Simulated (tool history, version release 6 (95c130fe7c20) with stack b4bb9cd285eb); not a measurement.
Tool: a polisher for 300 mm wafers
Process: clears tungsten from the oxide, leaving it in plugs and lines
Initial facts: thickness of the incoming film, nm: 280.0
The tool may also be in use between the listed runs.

run	hour	flow of slurry (ml/min)	pressure of the wafer on the pad (kPa)	speed of the pad under the wafer (cm/s)	abrasive content of the slurry	overpolish time after the end point (s)	time until the end point was called (s)
1	0	235	27.6	86	1	11	74.368
2	4.9	235	25.5	86	1	11	78.485
3	8.3	235	25.5	74	1	11	92.619
4	9.6	235	25.5	88	1	11	77.281
5	16.2	235	25.5	88	0.8	11	82.77
6	19.3	235	30.3	88	0.8	11	74.168

Estimate the outcome of run 7 from the log above:
7	21.2	235	26.9	88	0.8	11	?

{"run 7": {"time until the end point was called (s)": 80.484}}
